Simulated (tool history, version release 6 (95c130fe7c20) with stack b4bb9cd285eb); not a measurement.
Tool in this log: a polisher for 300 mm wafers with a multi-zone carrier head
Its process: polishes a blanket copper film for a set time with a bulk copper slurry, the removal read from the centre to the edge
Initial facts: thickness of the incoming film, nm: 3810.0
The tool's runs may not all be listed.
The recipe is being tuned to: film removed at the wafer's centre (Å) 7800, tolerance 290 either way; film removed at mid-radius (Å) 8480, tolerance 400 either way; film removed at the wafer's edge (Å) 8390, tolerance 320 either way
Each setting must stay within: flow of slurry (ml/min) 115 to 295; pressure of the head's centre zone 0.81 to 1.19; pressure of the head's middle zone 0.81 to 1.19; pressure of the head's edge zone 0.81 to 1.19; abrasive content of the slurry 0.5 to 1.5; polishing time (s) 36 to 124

run,hour,flow of slurry (ml/min),pressure of the head's centre zone,pressure of the head's middle zone,pressure of the head's edge zone,abrasive content of the slurry,polishing time (s),film removed at the wafer's centre (Å),film removed at mid-radius (Å),film removed at the wafer's edge (Å)
1,0,190,1,1,1,1,79,6241.9,6002.9,6009.1
2,7.3,190,1,1,1.04,1,79,6140.6,6103.5,6181.4
3,12.6,195,1.01,1.02,1.07,1.1,81,6796.5,6652,6690.6
4,18,165,1.01,1.02,1.07,1.1,81,6484.7,6321.7,6621.4
5,21,170,1,1.05,1.09,1.2,82,6712.6,6818.9,6780.1
6,26.2,175,0.99,1.05,1.11,1.25,84,7045.1,7061.7,7189
7,28.3,185,0.97,1.06,1.13,1.3,85,7133.8,7374.2,7594.4
8,32.2,200,0.97,1.08,1.15,1.3,85,7219.6,7573.3,7574.4

5 candidate next runs follow, results not yet known. Just one meets every target within its allowed miss. Identify it.
A,36.1,235,0.95,1.09,1.16,1.1,97,?,?,?
B,36.1,165,1.03,1.04,1.11,1.3,90,?,?,?
C,36.1,185,0.98,1.03,1.18,1.35,92,?,?,?
D,36.1,180,0.91,1.13,1.17,1.25,95,?,?,?
E,36.1,235,0.93,1.16,1.1,1.35,86,?,?,?

move,film removed at the wafer's centre (Å),film removed at mid-radius (Å),film removed at the wafer's edge (Å)
A,7767.2,8586.3,8448.8
B,7717,7628,7735.9
C,7769.5,7995.5,8383.8
D,7240.6,8641,8381.5
E,7178,8516.6,7752.8
A: in spec on every target
B: better than the last run, though not everything is in spec
C: gets the furthest-off result to its target, but another result is out of tolerance
D: gets the furthest-off result to its target, but another result is out of tolerance
E: better than the last run, though not everything is in spec
The move that meets every target is A.
